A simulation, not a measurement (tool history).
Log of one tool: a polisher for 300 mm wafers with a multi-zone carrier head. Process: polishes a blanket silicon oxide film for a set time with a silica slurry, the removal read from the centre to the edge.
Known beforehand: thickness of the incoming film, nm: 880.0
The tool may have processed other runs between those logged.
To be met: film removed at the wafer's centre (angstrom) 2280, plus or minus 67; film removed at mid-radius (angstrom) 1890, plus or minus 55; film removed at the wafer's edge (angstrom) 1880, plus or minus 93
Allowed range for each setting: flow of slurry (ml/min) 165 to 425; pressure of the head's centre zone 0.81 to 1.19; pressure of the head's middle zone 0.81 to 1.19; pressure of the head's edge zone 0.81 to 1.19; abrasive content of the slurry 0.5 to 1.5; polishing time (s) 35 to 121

run   hour  flow of slurry (ml/min)  pressure of the head's centre zone  pressure of the head's middle zone  pressure of the head's edge zone  abrasive content of the slurry  polishing time (s)  film removed at the wafer's centre (angstrom)  film removed at mid-radius (angstrom)  film removed at the wafer's edge (angstrom)
  1      0                      275                                   1                                   1                                 1                               1                  78                                         2678.7                                 2551.2                                         2679
  2    3.9                      275                                   1                                   1                                 1                            0.85                  78                                         2469.1                                 2312.8                                         2448
  3   12.6                      275                                   1                                   1                                 1                            0.75                  78                                         2268.9                                 2104.1                                       2191.3
  4     17                      275                                   1                                   1                              1.07                            0.75                  78                                           2269                                 2120.9                                       2325.4
  5   17.7                      315                                   1                                   1                              1.07                            0.75                  78                                         2270.1                                 2117.8                                       2309.4
  6   18.4                      315                                   1                                   1                               1.1                            0.75                  78                                           2248                                   2150                                       2276.5
  7   23.2                      325                                1.01                                   1                              1.09                            0.75                  78                                         2325.2                                 2165.7                                       2269.8
  8   28.9                      335                                1.01                                0.99                              1.08                            0.75                  78                                           2326                                 2155.9                                       2297.7
  9   36.2                      345                                1.02                                0.99                              1.07                             0.7                  78                                           2218                                 2026.9                                       2166.3
      38.7  -- edge zone pressure recalibrated
 10   38.7                      350                                1.03                                0.99                              1.05                             0.7                  78                                         2253.4                                 2036.4                                       2109.2
 11   43.4                      355                                1.04                                0.99                              1.04                             0.7                  78                                         2266.6                                 2058.1                                       2139.9
 12   48.9                      360                                1.05                                0.99                              1.03                             0.7                  78                                           2336                                 2065.4                                       2092.1
 13     54                      365                                1.05                                0.98                              1.02                             0.7                  78                                         2250.8                                 2034.2                                         2151
 14   61.8                      290                                1.15                                   1                              0.94                            0.55                  78                                         1976.2                                 1624.1                                         1626
 15   67.1                      295                                1.15                                   1                              0.95                            0.55                  78                                         1997.3                                 1641.9                                       1602.1
 16   68.5                      295                                1.15                                   1                              0.95                            0.55                  78                                         1983.2                                 1628.3                                       1639.6
 17   76.2                      300                                1.15                                   1                              0.96                            0.55                  78                                         1981.5                                 1655.3                                       1642.3
 18   78.1                      305                                1.15                                   1                              0.96                            0.55                  78                                         1971.7                                 1646.7                                       1646.8
 19   85.7                      310                                1.15                                   1                              0.96                            0.55                  78                                         2000.2                                 1627.7                                       1647.9
 20   89.9                      315                                1.15                                   1                              0.96                            0.55                  78                                         2019.6                                 1619.9                                       1676.2
 21   94.4                      320                                1.15                                1.01                              0.96                            0.55                  78                                           2019                                 1662.4                                       1627.9
 22  100.7                      325                                1.15                                1.01                              0.97                            0.55                  78                                         1999.4                                 1658.9                                       1668.9
 23  104.5                      355                                1.19                                1.06                              1.01                            0.75                  79                                         2785.3                                 2294.9                                       2163.2
 24  105.3                      280                                1.16                                1.02                              0.98                            0.75                  79                                         2668.9                                 2157.2                                       2204.3
 25  110.3                      355                                1.11                                0.99                              0.91                             0.5                  77                                         1743.5                                 1473.2                                       1441.9
 26  115.1                      355                                1.12                                   1                              0.93                             0.5                  77                                         1767.1                                 1474.5                                       1460.7

Which of these 4 next moves meets every target?
  A  119.9                      330                                1.15                                 1.1                              0.86                            0.55                  82                                              ?                                      ?                                            ?
  B  119.9                      335                                1.15                                1.19                              0.81                             0.6                  76                                              ?                                      ?                                            ?
  C  119.9                      350                                1.13                                0.99                              0.93                             0.6                  83                                              ?                                      ?                                            ?
  D  119.9                      390                                1.11                                1.03                              1.02                             0.5                  94                                              ?                                      ?                                            ?

move  film removed at the wafer's centre (angstrom)  film removed at mid-radius (angstrom)  film removed at the wafer's edge (angstrom)
   A                                         2119.6                                   1878                                       1679.8
   B                                         2139.2                                 2026.8                                       1659.9
   C                                         2302.2                                 1898.8                                       1906.1
   D                                         2153.8                                   1868                                       1867.6
A: an improvement on the last run, though not all results are within tolerance
B: an improvement on the last run, though not all results are within tolerance
C: all results land within tolerance of their targets
D: an improvement on the last run, though not all results are within tolerance
Move C is the one to make.

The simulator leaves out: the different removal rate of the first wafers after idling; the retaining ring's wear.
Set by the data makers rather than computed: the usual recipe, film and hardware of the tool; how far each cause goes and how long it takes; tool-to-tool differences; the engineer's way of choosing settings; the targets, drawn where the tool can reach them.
